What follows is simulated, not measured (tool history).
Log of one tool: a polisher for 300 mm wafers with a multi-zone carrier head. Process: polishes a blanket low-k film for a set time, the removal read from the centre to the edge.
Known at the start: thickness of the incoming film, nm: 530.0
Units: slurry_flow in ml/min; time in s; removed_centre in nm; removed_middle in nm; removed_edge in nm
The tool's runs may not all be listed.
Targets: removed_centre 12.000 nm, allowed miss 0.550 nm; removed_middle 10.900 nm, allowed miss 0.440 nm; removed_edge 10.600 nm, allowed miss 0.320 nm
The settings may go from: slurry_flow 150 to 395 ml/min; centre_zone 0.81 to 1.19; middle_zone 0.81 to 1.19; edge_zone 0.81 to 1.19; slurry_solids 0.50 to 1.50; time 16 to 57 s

run    day  slurry_flow  centre_zone  middle_zone  edge_zone  slurry_solids  time  removed_centre  removed_middle  removed_edge
  1  0.000          250         1.00         1.00       1.00           1.00    36          12.800          13.045        13.120
  2  0.288          250         1.00         1.00       1.08           1.00    36          12.683          12.569        13.380
  3  0.412          250         1.00         1.00       1.01           1.00    36          12.852          12.604        13.162
  4  0.604          250         1.00         0.94       1.01           1.00    36          12.593          12.444        13.224
  5  0.854          250         1.00         0.94       0.94           1.00    36          12.631          12.124        12.932
  6  0.946          250         1.02         0.96       0.92           0.95    36          12.625          12.139        12.472
  7  1.000          250         1.04         0.96       0.90           0.90    36          12.958          11.951        11.965
  8  1.329          245         1.04         0.96       0.89           0.85    36          12.409          11.490        11.428
  9  1.371          235         1.04         0.96       0.88           0.85    36          12.126          11.503        11.508
 10  1.683          235         1.05         0.96       0.87           0.85    36          12.385          11.439        11.319
 11  1.738          235         1.05         0.96       0.87           0.85    36          12.408          11.408        11.495
 12  2.079          235         1.05         0.96       0.86           0.80    36          11.869          11.129        10.973

Which of these 4 next moves meets every target?
  A  2.421          270         1.08         0.97       0.82           0.75    36               ?               ?             ?
  B  2.421          185         0.94         1.03       0.85           0.80    39               ?               ?             ?
  C  2.421          210         1.03         1.02       0.86           0.85    36               ?               ?             ?
  D  2.421          210         0.97         0.98       1.00           0.75    37               ?               ?             ?

move  removed_centre  removed_middle  removed_edge
   A          12.387          10.702        10.629
   B          11.538          12.072        11.694
   C          12.251          11.576        11.311
   D          11.098          10.803        11.540
A: meets every target
B: further off than the last run
C: further off than the last run
D: further off than the last run
Answer: A

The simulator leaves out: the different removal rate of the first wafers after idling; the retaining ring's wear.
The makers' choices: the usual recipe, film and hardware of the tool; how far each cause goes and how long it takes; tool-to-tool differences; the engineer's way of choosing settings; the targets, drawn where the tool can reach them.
